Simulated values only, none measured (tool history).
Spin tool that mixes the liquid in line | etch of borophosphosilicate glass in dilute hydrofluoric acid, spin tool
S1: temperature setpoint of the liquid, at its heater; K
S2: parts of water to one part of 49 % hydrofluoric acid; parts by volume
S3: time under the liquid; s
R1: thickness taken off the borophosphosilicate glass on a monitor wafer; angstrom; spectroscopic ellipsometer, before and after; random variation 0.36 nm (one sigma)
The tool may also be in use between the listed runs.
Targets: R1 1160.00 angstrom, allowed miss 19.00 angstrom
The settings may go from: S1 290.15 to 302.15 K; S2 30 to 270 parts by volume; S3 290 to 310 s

run 1 hour=0.0 | S1=294.15 S2=150 S3=290 | R1=449.72
run 2 hour=4.3 | S1=294.15 S2=150 S3=290 | R1=452.68
run 3 hour=5.8 | S1=296.65 S2=125 S3=290 | R1=613.22
run 4 hour=8.5 | S1=298.65 S2=110 S3=290 | R1=769.93
run 5 hour=12.4 | S1=298.65 S2=110 S3=290 | R1=764.97
run 6 hour=16.6 | S1=299.65 S2=110 S3=290 | R1=794.75
run 7 hour=18.4 | S1=302.15 S2=65 S3=290 | R1=1587.60
run 8 hour=25.5 | S1=300.15 S2=65 S3=290 | R1=1464.90
run 9 hour=33.7 | S1=297.65 S2=65 S3=290 | R1=1315.30
run 10 hour=38.9 | S1=296.65 S2=65 S3=290 | R1=1273.20
run 11 hour=46.6 | S1=295.65 S2=65 S3=290 | R1=1214.50
run 12 hour=54.2 | S1=295.15 S2=65 S3=290 | R1=1193.30

Which of these 5 next moves meets every target?
run A hour=61.8 | S1=294.65 S2=65 S3=300 | R1=?
run B hour=61.8 | S1=295.65 S2=70 S3=300 | R1=?
run C hour=61.8 | S1=293.65 S2=60 S3=300 | R1=?
run D hour=61.8 | S1=292.65 S2=60 S3=305 | R1=?
run E hour=61.8 | S1=297.15 S2=70 S3=290 | R1=?

move=A R1=1208.10
move=B R1=1161.90
move=C R1=1262.90
move=D R1=1230.90
move=E R1=1194.00
A: further off than the last run
B: meets every target
C: further off than the last run
D: further off than the last run
E: as far off as the last run
Move B is the one to make.

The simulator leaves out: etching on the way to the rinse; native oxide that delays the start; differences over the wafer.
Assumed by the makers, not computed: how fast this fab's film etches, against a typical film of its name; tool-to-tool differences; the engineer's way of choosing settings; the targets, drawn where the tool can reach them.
